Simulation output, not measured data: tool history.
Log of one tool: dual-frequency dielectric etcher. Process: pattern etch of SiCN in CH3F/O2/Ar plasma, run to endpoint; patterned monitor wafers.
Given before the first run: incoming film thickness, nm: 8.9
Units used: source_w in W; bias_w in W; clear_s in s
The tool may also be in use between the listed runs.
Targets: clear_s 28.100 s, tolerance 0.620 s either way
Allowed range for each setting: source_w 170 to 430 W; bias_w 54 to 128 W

run    day  source_w  bias_w  clear_s
  1  0.000       300      91   25.519
  2  0.358       300      98   24.619
  3  0.517       340      98   23.337
  4  0.846       340     109   22.318
  5  1.079       340     115   21.835
  6  1.192       290     111   23.795
  7  1.454       260     109   25.111
  8  1.650       240     108   26.425
  9  1.825       230     107   27.005

Next run, 5 choices. One meets every target within its allowed miss, the rest don't. Which?
  A  2.000       230      96        ?
  B  2.000       190     112        ?
  C  2.000       230      85        ?
  D  2.000       230      88        ?
  E  2.000       210      96        ?

move  clear_s
   A   28.275
   B   29.147
   C   29.790
   D   29.352
   E   29.599
A: every result lands within tolerance
B: takes the biggest miss from the last run beyond its target
C: takes the biggest miss from the last run beyond its target
D: takes the biggest miss from the last run beyond its target
E: takes the biggest miss from the last run beyond its target
A is the move that brings every result within its allowed miss.
